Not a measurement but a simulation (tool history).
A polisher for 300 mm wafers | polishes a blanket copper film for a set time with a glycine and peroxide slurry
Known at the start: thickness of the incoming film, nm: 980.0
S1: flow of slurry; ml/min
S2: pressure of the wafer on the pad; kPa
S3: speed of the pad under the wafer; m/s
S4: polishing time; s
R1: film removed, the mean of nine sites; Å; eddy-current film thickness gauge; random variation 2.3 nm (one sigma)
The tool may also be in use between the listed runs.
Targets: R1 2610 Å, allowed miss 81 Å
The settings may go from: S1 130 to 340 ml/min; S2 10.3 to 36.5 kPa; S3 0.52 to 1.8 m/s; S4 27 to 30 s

run    day   S1    S2    S3  S4      R1
  1      0  220  23.4  1.16  30  1934.3
  2  0.112  220  23.4  1.16  30  1901.4
  3  0.271  220  20.7  1.16  30  1734.6
  4  0.512  220  24.1  1.16  30  1936.1
  5  0.658  225  26.2  1.16  30    2103
  6    0.8  225  27.6  1.16  30    2211
  7  1.154  225    29  1.16  30  2251.1
  8  1.425  230  30.3  1.16  30  2359.3

Which of these 5 next moves meets every target?
  A  1.696  170  31.7  1.14  30   ?
  B  1.696  235  32.4  1.08  27   ?
  C  1.696  225    31  1.06  28   ?
  D  1.696  250  28.3  1.08  28   ?
  E  1.696  250  31.7  1.28  29   ?

move      R1
   A  2292.2
   B  2106.5
   C  2067.1
   D  1977.6
   E  2582.2
A: further off than the last run
B: further off than the last run
C: further off than the last run
D: further off than the last run
E: meets every target
The right move is E.
